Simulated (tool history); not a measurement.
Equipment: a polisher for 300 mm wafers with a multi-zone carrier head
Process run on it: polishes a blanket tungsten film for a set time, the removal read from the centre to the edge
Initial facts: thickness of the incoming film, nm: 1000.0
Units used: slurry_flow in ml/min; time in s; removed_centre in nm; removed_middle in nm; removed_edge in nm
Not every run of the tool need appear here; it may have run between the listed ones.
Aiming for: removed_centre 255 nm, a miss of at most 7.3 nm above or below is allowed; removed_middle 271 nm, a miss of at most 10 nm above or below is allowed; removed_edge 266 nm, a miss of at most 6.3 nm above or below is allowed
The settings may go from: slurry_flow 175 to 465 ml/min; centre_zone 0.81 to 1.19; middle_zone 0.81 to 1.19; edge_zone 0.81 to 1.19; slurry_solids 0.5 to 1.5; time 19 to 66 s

run  hour  slurry_flow  centre_zone  middle_zone  edge_zone  slurry_solids  time  removed_centre  removed_middle  removed_edge
  1     0          295            1            1          1              1    42          178.35          178.35         181.9
  2     7          300         1.01         1.02       1.02            1.1    43           191.1          193.46        193.42
  3    13          300         1.01         1.02       0.96            1.1    43          189.08          191.94        186.35
  4    17          260         1.01         1.02       0.96            1.1    43           186.1          190.63        183.66
  5  20.2          260         1.01         1.02       0.96            1.1    49          214.92          211.96        209.25
  6  21.7          260         0.98         1.02       0.96            1.1    49          210.66          213.19        209.19
  7  22.4          275         0.99         1.04          1           1.15    49          214.67          222.85        217.74
  8  27.6          290            1         1.05       1.03            1.2    49          217.44          226.93        222.26
  9  33.6          300         1.01         1.06       1.05           1.25    49          221.38          227.04        224.54
 10  35.2          310         1.01         1.07       1.07            1.3    50          231.49          235.64           234
 11  38.6          310         1.01         1.07       1.07            1.3    50          228.39          237.92        234.12
 12  43.5          315         1.01         1.08       1.09           1.35    50           233.9           241.5        238.77
 13  45.2          320         1.01         1.09        1.1           1.35    50          229.88          244.13         237.7
 14  49.1          325         1.01         1.09       1.11           1.35    50          229.46          238.73        241.03
 15    58          330         1.01          1.1       1.12           1.35    50          228.29          246.89        237.99
 16  59.5          335         1.01          1.1       1.13           1.35    50          232.93          246.08        240.48
 17    64          340         1.01          1.1       1.14           1.35    50          231.78           248.9        244.28
 18  65.6          350         1.01          1.1       1.15           1.35    50           233.5          250.69        245.73
 19  68.7          360         1.01          1.1       1.16           1.35    50          228.97          249.46        244.41
 20  72.1          365         1.02         1.11       1.17           1.45    51          241.77          258.17        253.78

5 next moves are on the table. One of them brings every result within its allowed miss. Which?
  A  75.5          295            1         1.09       1.12           1.15    58               ?               ?             ?
  B  75.5          335         0.91         0.95       1.19            1.5    55               ?               ?             ?
  C  75.5          235         0.91          0.9       1.19            1.5    58               ?               ?             ?
  D  75.5          310         0.86         1.13       1.19           1.45    55               ?               ?             ?
  E  75.5          350         0.93         1.18       1.18            1.3    53               ?               ?             ?

move  removed_centre  removed_middle  removed_edge
   A          259.83          272.41        264.81
   B          244.41           246.6        272.87
   C          248.67          241.93        280.93
   D          232.35          277.95        269.28
   E          234.21          274.29        255.28
A: meets every target
B: takes the biggest miss from the last run beyond its target
C: takes the biggest miss from the last run beyond its target
D: the worst result of the last run now meets its target, but another is out of spec
E: lands further from the targets than the last run did
Correct choice: A, which meets every target
